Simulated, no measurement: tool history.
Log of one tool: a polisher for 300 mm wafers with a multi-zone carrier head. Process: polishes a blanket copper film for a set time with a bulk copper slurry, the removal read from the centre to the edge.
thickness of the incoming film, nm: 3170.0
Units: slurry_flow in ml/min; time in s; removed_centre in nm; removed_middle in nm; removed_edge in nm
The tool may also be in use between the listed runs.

run	day	slurry_flow	centre_zone	middle_zone	edge_zone	slurry_solids	time	removed_centre	removed_middle	removed_edge
1	0.000	250	1.00	1.00	1.00	1.00	60	497.13	502.42	526.65
2	0.179	245	0.98	0.98	0.99	0.95	60	483.88	495.30	521.04
3	0.246	240	0.97	0.96	0.99	0.90	59	466.80	474.41	507.10
4	0.400	235	0.96	0.95	0.99	0.85	58	441.21	455.73	483.76
5	0.550	230	0.95	0.93	0.99	0.80	58	433.96	438.81	485.39
6	0.867	230	0.95	0.93	0.99	0.80	52	387.58	393.47	424.39
7	0.988	225	0.94	0.92	0.99	0.80	52	378.34	388.38	426.01
8	1.221	225	0.94	0.92	0.99	0.80	52	377.75	386.50	435.68
9	1.454	220	0.94	0.92	0.99	0.80	52	381.43	388.34	423.70

Forecast run 10:
10	1.692	215	0.93	0.92	0.99	0.80	52	?	?	?

{"run 10": {"removed_centre": 365.86, "removed_middle": 383.57, "removed_edge": 430.66}}

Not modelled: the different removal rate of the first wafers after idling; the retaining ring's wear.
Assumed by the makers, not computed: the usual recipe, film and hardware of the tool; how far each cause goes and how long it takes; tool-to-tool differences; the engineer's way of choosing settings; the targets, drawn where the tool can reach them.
